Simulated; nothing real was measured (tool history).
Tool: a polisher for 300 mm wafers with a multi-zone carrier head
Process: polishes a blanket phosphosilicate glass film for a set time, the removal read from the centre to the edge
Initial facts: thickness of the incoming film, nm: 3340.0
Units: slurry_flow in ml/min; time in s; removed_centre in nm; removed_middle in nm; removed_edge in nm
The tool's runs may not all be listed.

{"run": 1, "day": 0.0, "slurry_flow": 220, "centre_zone": 1, "middle_zone": 1, "edge_zone": 1, "slurry_solids": 1, "time": 43, "removed_centre": 402.72, "removed_middle": 389.3, "removed_edge": 386.83}
{"run": 2, "day": 0.354, "slurry_flow": 220, "centre_zone": 1, "middle_zone": 1, "edge_zone": 1, "slurry_solids": 1, "time": 38, "removed_centre": 353.83, "removed_middle": 343.77, "removed_edge": 345.33}
{"run": 3, "day": 0.396, "slurry_flow": 265, "centre_zone": 1, "middle_zone": 1, "edge_zone": 1, "slurry_solids": 1, "time": 38, "removed_centre": 358.63, "removed_middle": 348.14, "removed_edge": 351.93}
{"run": 4, "day": 0.679, "slurry_flow": 265, "centre_zone": 1, "middle_zone": 0.95, "edge_zone": 1, "slurry_solids": 1, "time": 38, "removed_centre": 358.36, "removed_middle": 343.71, "removed_edge": 352.99}
{"run": 5, "day": 0.908, "slurry_flow": 255, "centre_zone": 0.99, "middle_zone": 0.95, "edge_zone": 0.97, "slurry_solids": 0.9, "time": 38, "removed_centre": 343.75, "removed_middle": 321.54, "removed_edge": 330.03}
{"run": 6, "day": 1.121, "slurry_flow": 255, "centre_zone": 0.99, "middle_zone": 0.88, "edge_zone": 0.97, "slurry_solids": 0.9, "time": 38, "removed_centre": 343.62, "removed_middle": 302.54, "removed_edge": 326.24}
{"run": 7, "day": 1.392, "slurry_flow": 245, "centre_zone": 0.97, "middle_zone": 0.9, "edge_zone": 0.94, "slurry_solids": 0.85, "time": 38, "removed_centre": 325.34, "removed_middle": 304.62, "removed_edge": 313.76}
{"run": 8, "day": 1.621, "slurry_flow": 235, "centre_zone": 0.96, "middle_zone": 0.9, "edge_zone": 0.92, "slurry_solids": 0.8, "time": 38, "removed_centre": 306.38, "removed_middle": 287.37, "removed_edge": 304.61}
{"run": 9, "day": 1.738, "slurry_flow": 235, "centre_zone": 0.97, "middle_zone": 0.93, "edge_zone": 0.9, "slurry_solids": 0.75, "time": 38, "removed_centre": 307.45, "removed_middle": 287.79, "removed_edge": 295.65}
{"run": 10, "day": 2.033, "slurry_flow": 230, "centre_zone": 0.97, "middle_zone": 0.96, "edge_zone": 0.88, "slurry_solids": 0.7, "time": 38, "removed_centre": 292.69, "removed_middle": 288.77, "removed_edge": 279.14}
{"run": 11, "day": 2.242, "slurry_flow": 225, "centre_zone": 0.96, "middle_zone": 0.96, "edge_zone": 0.87, "slurry_solids": 0.7, "time": 38, "removed_centre": 288.17, "removed_middle": 285.72, "removed_edge": 280.6}
{"run": 12, "day": 2.496, "slurry_flow": 220, "centre_zone": 0.96, "middle_zone": 0.97, "edge_zone": 0.86, "slurry_solids": 0.7, "time": 38, "removed_centre": 289.42, "removed_middle": 287.72, "removed_edge": 276.72}
{"run": 13, "day": 2.658, "slurry_flow": 215, "centre_zone": 0.96, "middle_zone": 0.97, "edge_zone": 0.85, "slurry_solids": 0.7, "time": 38, "removed_centre": 289.65, "removed_middle": 284.73, "removed_edge": 276.94}
{"run": 14, "day": 2.725, "slurry_flow": 215, "centre_zone": 0.96, "middle_zone": 0.97, "edge_zone": 0.85, "slurry_solids": 0.7, "time": 38, "removed_centre": 286.29, "removed_middle": 285.61, "removed_edge": 276.75}
{"run": 15, "day": 2.821, "slurry_flow": 210, "centre_zone": 0.96, "middle_zone": 0.98, "edge_zone": 0.84, "slurry_solids": 0.7, "time": 38, "removed_centre": 286.18, "removed_middle": 287.07, "removed_edge": 273.38}
{"run": 16, "day": 2.85, "slurry_flow": 205, "centre_zone": 0.96, "middle_zone": 0.98, "edge_zone": 0.83, "slurry_solids": 0.7, "time": 38, "removed_centre": 287.4, "removed_middle": 286.97, "removed_edge": 270.1}
{"run": 17, "day": 3.146, "slurry_flow": 200, "centre_zone": 0.96, "middle_zone": 0.98, "edge_zone": 0.83, "slurry_solids": 0.7, "time": 38, "removed_centre": 284.84, "removed_middle": 281.51, "removed_edge": 269.73}
{"run": 18, "day": 3.3, "slurry_flow": 195, "centre_zone": 0.96, "middle_zone": 0.99, "edge_zone": 0.83, "slurry_solids": 0.7, "time": 38, "removed_centre": 287.59, "removed_middle": 285.31, "removed_edge": 267.61}
{"run": 19, "day": 3.367, "slurry_flow": 190, "centre_zone": 0.95, "middle_zone": 0.99, "edge_zone": 0.83, "slurry_solids": 0.7, "time": 38, "removed_centre": 281.95, "removed_middle": 284.54, "removed_edge": 268.02}
{"run": 20, "day": 3.683, "slurry_flow": 185, "centre_zone": 0.95, "middle_zone": 0.99, "edge_zone": 0.83, "slurry_solids": 0.7, "time": 38, "removed_centre": 281.36, "removed_middle": 287.24, "removed_edge": 263.83}
{"run": 21, "day": 3.983, "slurry_flow": 180, "centre_zone": 0.94, "middle_zone": 0.98, "edge_zone": 0.83, "slurry_solids": 0.7, "time": 38, "removed_centre": 275.68, "removed_middle": 279.39, "removed_edge": 269.55}

Run 22 comes next. What will it give?
{"run": 22, "day": 4.221, "slurry_flow": 165, "centre_zone": 0.94, "middle_zone": 1.02, "edge_zone": 0.81, "slurry_solids": 0.6, "time": 38, "removed_centre": "?", "removed_middle": "?", "removed_edge": "?"}

Run 22 came out at removed_centre 247.94 nm, removed_middle 262.18 nm, removed_edge 240.58 nm.
